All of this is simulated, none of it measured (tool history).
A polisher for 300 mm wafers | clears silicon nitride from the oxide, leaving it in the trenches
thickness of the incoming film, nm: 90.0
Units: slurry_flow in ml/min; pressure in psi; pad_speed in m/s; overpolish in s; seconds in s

{"run": 1, "hour": 0.0, "slurry_flow": 265, "pressure": 1.7, "pad_speed": 1.2, "overpolish": 37, "seconds": 156.64}
{"run": 2, "hour": 1.9, "slurry_flow": 265, "pressure": 1.6, "pad_speed": 1.2, "overpolish": 37, "seconds": 170.11}
{"run": 3, "hour": 3.7, "slurry_flow": 220, "pressure": 1.6, "pad_speed": 1.2, "overpolish": 37, "seconds": 168.76}
{"run": 4, "hour": 8.3, "slurry_flow": 220, "pressure": 1.6, "pad_speed": 1.2, "overpolish": 37, "seconds": 170.98}
{"run": 5, "hour": 14.1, "slurry_flow": 185, "pressure": 1.6, "pad_speed": 1.2, "overpolish": 37, "seconds": 174.42}
{"run": 6, "hour": 22.5, "slurry_flow": 185, "pressure": 1.6, "pad_speed": 0.98, "overpolish": 37, "seconds": 200.01}
{"run": 7, "hour": 26.1, "slurry_flow": 185, "pressure": 1.5, "pad_speed": 0.98, "overpolish": 37, "seconds": 214.86}

The next listed run, before its measurement:
{"run": 8, "hour": 27.8, "slurry_flow": 185, "pressure": 1.4, "pad_speed": 0.98, "overpolish": 37, "seconds": "?"}

Run 8 gave seconds 225.71 s.
